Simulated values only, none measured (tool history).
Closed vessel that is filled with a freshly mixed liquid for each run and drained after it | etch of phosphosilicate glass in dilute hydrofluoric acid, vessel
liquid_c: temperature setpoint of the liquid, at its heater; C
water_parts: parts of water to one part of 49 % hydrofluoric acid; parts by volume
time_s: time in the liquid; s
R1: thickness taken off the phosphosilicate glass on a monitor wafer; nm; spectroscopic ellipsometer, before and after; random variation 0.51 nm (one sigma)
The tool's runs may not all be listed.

run 1 day=0 | liquid_c=21 water_parts=210 time_s=210 | R1=63.02
run 2 day=0.042 | liquid_c=23.5 water_parts=185 time_s=210 | R1=81.126
run 3 day=0.238 | liquid_c=23.5 water_parts=185 time_s=225 | R1=86.525
run 4 day=0.554 | liquid_c=20.5 water_parts=185 time_s=225 | R1=77.212
run 5 day=0.696 | liquid_c=23 water_parts=170 time_s=225 | R1=93.899
run 6 day=0.967 | liquid_c=19.5 water_parts=170 time_s=225 | R1=81.96
run 7 day=1.254 | liquid_c=22.5 water_parts=160 time_s=225 | R1=98.766

Forecast run 8:
run 8 day=1.496 | liquid_c=24.5 water_parts=155 time_s=225 | R1=?

R1: 111.38 nm
